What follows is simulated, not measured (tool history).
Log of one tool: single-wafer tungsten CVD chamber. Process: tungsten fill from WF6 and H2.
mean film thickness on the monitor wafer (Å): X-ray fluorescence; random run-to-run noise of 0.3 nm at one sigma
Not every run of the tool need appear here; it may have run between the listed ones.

run,day,heater temperature setpoint (°C),chamber pressure (Pa),deposition time (s),mean film thickness on the monitor wafer (Å)
1,0,385,3946,20.6,432.82
2,0.096,385,4533,20.6,456.58
3,0.304,385,4533,19.5,435.01
4,0.658,389,4546,19.5,474.29
5,0.896,398,4546,19.5,574.15
6,0.954,399,4546,19.5,583.09
7,1.258,404,4560,19.5,650.75
# day 1.575: thermocouple changed; heater temperature recalibrated
8,1.575,403,4560,19.5,701.46
9,1.621,402,4560,19.5,694.41
10,1.779,401,4560,19.5,675.45
11,1.904,401,4560,19.5,674.88
12,2.15,400,4560,19.5,662.63

What will run 13 give?
13,2.304,399,4560,19.5,?

mean film thickness on the monitor wafer (Å): 650.65
